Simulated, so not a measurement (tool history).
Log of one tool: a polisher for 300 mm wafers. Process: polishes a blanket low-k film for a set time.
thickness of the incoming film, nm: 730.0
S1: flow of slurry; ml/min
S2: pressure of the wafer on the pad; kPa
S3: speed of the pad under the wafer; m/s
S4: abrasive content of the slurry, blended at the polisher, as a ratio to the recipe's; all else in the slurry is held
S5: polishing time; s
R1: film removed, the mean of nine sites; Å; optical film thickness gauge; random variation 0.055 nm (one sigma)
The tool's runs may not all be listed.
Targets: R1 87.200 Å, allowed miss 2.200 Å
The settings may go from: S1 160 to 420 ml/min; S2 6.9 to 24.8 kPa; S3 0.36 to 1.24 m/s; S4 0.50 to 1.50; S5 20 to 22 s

run 1 hour=0.0 | S1=270 S2=15.9 S3=0.80 S4=1.00 S5=22 | R1=76.549
run 2 hour=8.2 | S1=270 S2=15.9 S3=0.60 S4=1.00 S5=22 | R1=64.975
run 3 hour=9.1 | S1=270 S2=15.9 S3=0.60 S4=1.00 S5=22 | R1=65.016
run 4 hour=15.4 | S1=270 S2=15.9 S3=0.44 S4=1.00 S5=22 | R1=53.651
run 5 hour=21.8 | S1=300 S2=15.9 S3=0.44 S4=1.00 S5=22 | R1=55.283
run 6 hour=26.1 | S1=300 S2=15.9 S3=0.44 S4=1.00 S5=22 | R1=54.788
run 7 hour=29.2 | S1=300 S2=17.9 S3=0.44 S4=1.00 S5=22 | R1=61.414
run 8 hour=34.3 | S1=300 S2=17.9 S3=0.44 S4=1.00 S5=22 | R1=61.454
run 9 hour=36.8 | S1=305 S2=20.0 S3=0.44 S4=1.00 S5=22 | R1=67.677
run 10 hour=40.2 | S1=310 S2=21.4 S3=0.44 S4=1.00 S5=22 | R1=72.739
run 11 hour=45.3 | S1=310 S2=22.8 S3=0.44 S4=1.00 S5=22 | R1=77.456
run 12 hour=52.7 | S1=315 S2=23.4 S3=0.44 S4=1.00 S5=22 | R1=78.603
run 13 hour=61.0 | S1=315 S2=24.1 S3=0.46 S4=1.00 S5=22 | R1=84.089

Which of these 4 next moves meets every target?
run A hour=69.3 | S1=210 S2=24.8 S3=0.36 S4=1.25 S5=22 | R1=?
run B hour=69.3 | S1=195 S2=24.8 S3=0.52 S4=0.85 S5=22 | R1=?
run C hour=69.3 | S1=305 S2=24.1 S3=0.56 S4=0.85 S5=21 | R1=?
run D hour=69.3 | S1=320 S2=22.8 S3=0.64 S4=1.00 S5=20 | R1=?

move=A R1=80.373
move=B R1=81.914
move=C R1=83.714
move=D R1=88.652
A: further off than the last run
B: further off than the last run
C: further off than the last run
D: meets every target
The right move is D.
